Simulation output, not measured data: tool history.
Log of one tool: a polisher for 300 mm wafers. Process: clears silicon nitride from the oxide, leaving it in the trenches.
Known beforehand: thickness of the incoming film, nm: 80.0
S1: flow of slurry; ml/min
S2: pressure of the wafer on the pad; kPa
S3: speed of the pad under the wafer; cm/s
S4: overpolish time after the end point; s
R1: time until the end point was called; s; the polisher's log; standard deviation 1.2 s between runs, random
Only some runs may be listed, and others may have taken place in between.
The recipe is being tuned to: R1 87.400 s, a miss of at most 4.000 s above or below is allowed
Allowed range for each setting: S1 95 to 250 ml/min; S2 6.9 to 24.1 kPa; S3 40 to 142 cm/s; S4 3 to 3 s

Run 1, hour 0.0: S1 160 ml/min, S2 15.2 kPa, S3 90 cm/s, S4 3 s. Result: R1 121.940 s.
Run 2, hour 4.9: S1 195 ml/min, S2 15.2 kPa, S3 90 cm/s, S4 3 s. Result: R1 119.640 s.
Run 3, hour 7.1: S1 195 ml/min, S2 12.4 kPa, S3 90 cm/s, S4 3 s. Result: R1 131.520 s.
Run 4, hour 12.6: S1 195 ml/min, S2 9.0 kPa, S3 90 cm/s, S4 3 s. Result: R1 171.110 s.
Run 5, hour 17.9: S1 200 ml/min, S2 11.7 kPa, S3 92 cm/s, S4 3 s. Result: R1 137.630 s.
Run 6, hour 26.4: S1 185 ml/min, S2 11.7 kPa, S3 92 cm/s, S4 3 s. Result: R1 138.600 s.
At hour 33.6: worn pad replaced by a new one.
Run 7, hour 33.6: S1 185 ml/min, S2 13.8 kPa, S3 92 cm/s, S4 3 s. Result: R1 111.350 s.
Run 8, hour 41.1: S1 185 ml/min, S2 14.5 kPa, S3 92 cm/s, S4 3 s. Result: R1 110.600 s.
Run 9, hour 45.9: S1 190 ml/min, S2 15.2 kPa, S3 92 cm/s, S4 3 s. Result: R1 103.940 s.
Run 10, hour 52.7: S1 200 ml/min, S2 15.2 kPa, S3 92 cm/s, S4 3 s. Result: R1 101.020 s.

5 next moves are on the table. One of them brings every result within its allowed miss. Which?
Run A, hour 59.5: S1 200 ml/min, S2 11.0 kPa, S3 104 cm/s, S4 3 s. Result: R1 ?.
Run B, hour 59.5: S1 175 ml/min, S2 18.6 kPa, S3 96 cm/s, S4 3 s. Result: R1 ?.
Run C, hour 59.5: S1 225 ml/min, S2 15.9 kPa, S3 76 cm/s, S4 3 s. Result: R1 ?.
Run D, hour 59.5: S1 205 ml/min, S2 22.1 kPa, S3 56 cm/s, S4 3 s. Result: R1 ?.
Run E, hour 59.5: S1 175 ml/min, S2 16.5 kPa, S3 92 cm/s, S4 3 s. Result: R1 ?.

move       R1
   A  113.090
   B   85.482
   C  117.040
   D  123.030
   E   97.420
A: misses by more than the last run did
B: every result within its allowed miss
C: misses by more than the last run did
D: misses by more than the last run did
E: closes in on the targets versus the last run, not all within tolerance yet
Correct choice: B, which meets every target
